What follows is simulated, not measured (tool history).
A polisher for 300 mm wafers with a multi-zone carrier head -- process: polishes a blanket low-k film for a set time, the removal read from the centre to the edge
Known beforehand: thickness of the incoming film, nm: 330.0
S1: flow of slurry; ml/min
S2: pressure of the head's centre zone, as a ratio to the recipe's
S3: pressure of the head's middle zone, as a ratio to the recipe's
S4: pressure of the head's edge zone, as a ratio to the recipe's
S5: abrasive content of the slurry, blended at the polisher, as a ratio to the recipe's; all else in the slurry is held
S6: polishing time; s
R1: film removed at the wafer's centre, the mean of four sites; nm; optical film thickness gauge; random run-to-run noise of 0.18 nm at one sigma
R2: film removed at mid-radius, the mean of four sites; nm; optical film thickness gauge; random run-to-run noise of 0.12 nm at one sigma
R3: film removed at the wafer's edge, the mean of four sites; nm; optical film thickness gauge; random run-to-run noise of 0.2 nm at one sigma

| run | hour | S1 | S2 | S3 | S4 | S5 | S6 | R1 | R2 | R3 |
|---|---|---|---|---|---|---|---|---|---|---|
| 1 | 0 | 255 | 1 | 1 | 1 | 1 | 34 | 12.819 | 12.876 | 13.306 |
| 2 | 3.4 | 255 | 0.99 | 0.99 | 1.02 | 1.05 | 34 | 12.807 | 13.097 | 13.956 |
| 3 | 11.4 | 255 | 0.99 | 0.99 | 1.04 | 1.1 | 34 | 13.344 | 13.233 | 13.841 |
| 4 | 19.3 | 250 | 0.97 | 0.97 | 1.04 | 1.15 | 35 | 13.315 | 13.344 | 14.731 |
| 5 | 26.4 | 250 | 0.97 | 0.97 | 1.04 | 1.35 | 35 | 14.212 | 14.101 | 15.225 |
| 6 | 34.2 | 250 | 0.97 | 0.97 | 1.04 | 1.45 | 35 | 14.28 | 14.529 | 15.668 |
| 7 | 34.7 | 250 | 0.96 | 0.97 | 1.05 | 1.45 | 36 | 14.619 | 14.889 | 16.04 |
| 8 | 41.2 | 250 | 0.95 | 0.96 | 1.06 | 1.45 | 37 | 14.865 | 15.176 | 16.808 |
| 9 | 46.2 | 255 | 0.95 | 0.96 | 1.07 | 1.45 | 37 | 14.845 | 15.239 | 16.751 |

Predict the results of run 10:
| 10 | 48.5 | 255 | 0.95 | 0.95 | 1.08 | 1.45 | 38 | ? | ? | ? |

{"run 10": {"R1": 15.513, "R2": 15.361, "R3": 17.682}}

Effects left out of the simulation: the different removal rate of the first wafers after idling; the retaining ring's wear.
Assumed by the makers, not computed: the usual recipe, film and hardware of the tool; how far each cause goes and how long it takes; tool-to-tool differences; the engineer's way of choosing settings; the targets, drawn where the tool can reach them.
